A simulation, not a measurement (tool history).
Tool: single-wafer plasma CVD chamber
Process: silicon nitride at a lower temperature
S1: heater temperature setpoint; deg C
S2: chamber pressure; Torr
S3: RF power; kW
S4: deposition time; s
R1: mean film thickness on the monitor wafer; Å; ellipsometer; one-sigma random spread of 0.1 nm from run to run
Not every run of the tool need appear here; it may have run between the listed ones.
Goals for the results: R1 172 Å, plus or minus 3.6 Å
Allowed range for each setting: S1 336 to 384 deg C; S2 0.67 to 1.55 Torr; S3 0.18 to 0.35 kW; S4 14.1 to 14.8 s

run,hour,S1,S2,S3,S4,R1
1,0,360,1.11,0.265,14.8,145.74
2,7.2,360,1.19,0.27,14.8,150.69
3,14,360,1.19,0.235,14.8,130.72
4,22.5,360,1.39,0.235,14.8,138.06
5,29.7,360,1.39,0.22,14.8,128.27
6,37.5,360,1.42,0.235,14.8,139.1
7,41,360,1.45,0.245,14.8,146.14
8,44.2,360,1.47,0.255,14.8,152.36
9,46.2,360,1.55,0.295,14.8,176.11

4 next moves are on the table. One of them brings every result within its allowed miss. Which?
A,48.2,370,1.55,0.295,14.5,?
B,48.2,363,1.53,0.315,14.4,?
C,48.2,353,1.43,0.315,14.8,?
D,48.2,364,1.47,0.325,14.1,?

move,R1
A,173.51
B,182.17
C,184.34
D,180.94
A: meets every target
B: its largest miss is bigger than the last run's
C: its largest miss is bigger than the last run's
D: its largest miss is bigger than the last run's
Move A is the one to make.
